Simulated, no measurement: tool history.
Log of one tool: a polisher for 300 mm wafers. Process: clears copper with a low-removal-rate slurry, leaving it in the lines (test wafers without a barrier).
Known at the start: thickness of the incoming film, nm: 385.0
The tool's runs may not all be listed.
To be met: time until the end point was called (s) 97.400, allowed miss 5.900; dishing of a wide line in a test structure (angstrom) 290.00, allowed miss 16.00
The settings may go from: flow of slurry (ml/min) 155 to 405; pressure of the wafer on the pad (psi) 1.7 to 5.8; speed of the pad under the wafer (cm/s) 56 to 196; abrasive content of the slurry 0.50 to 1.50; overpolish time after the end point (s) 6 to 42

run    day  flow of slurry (ml/min)  pressure of the wafer on the pad (psi)  speed of the pad under the wafer (cm/s)  abrasive content of the slurry  overpolish time after the end point (s)  time until the end point was called (s)  dishing of a wide line in a test structure (angstrom)
  1  0.000                      260                                     3.7                                      126                            1.00                                       21                                   95.751                                                 369.54
  2  0.100                      305                                     3.7                                      126                            1.00                                       21                                   91.438                                                 368.79
  3  0.146                      310                                     3.6                                      126                            1.00                                       19                                   98.902                                                 344.72
  4  0.246                      365                                     3.6                                      126                            1.00                                       19                                   97.651                                                 345.26
  5  0.458                      365                                     4.0                                      126                            1.00                                       19                                   87.692                                                 369.69
  6  0.717                      405                                     4.0                                      126                            1.00                                       19                                   85.205                                                 379.64
  7  0.829                      405                                     3.9                                      126                            1.00                                       17                                   87.657                                                 348.23
  8  0.946                      405                                     3.8                                      126                            1.00                                       16                                   88.194                                                 316.16

4 next moves are on the table. One of them brings every result within its allowed miss. Which?
  A  1.062                      390                                     4.0                                      140                            0.95                                       13                                        ?                                                      ?
  B  1.062                      405                                     4.1                                      134                            0.90                                       14                                        ?                                                      ?
  C  1.062                      290                                     4.2                                      112                            0.95                                       14                                        ?                                                      ?
  D  1.062                      405                                     4.0                                      146                            1.10                                       10                                        ?                                                      ?

move  time until the end point was called (s)  dishing of a wide line in a test structure (angstrom)
   A                                   80.785                                                 311.09
   B                                   83.196                                                 319.82
   C                                   97.044                                                 290.82
   D                                   74.382                                                 277.35
A: further off than the last run
B: further off than the last run
C: meets every target
D: brings the result that was furthest off to its target, and leaves another outside
Answer: C
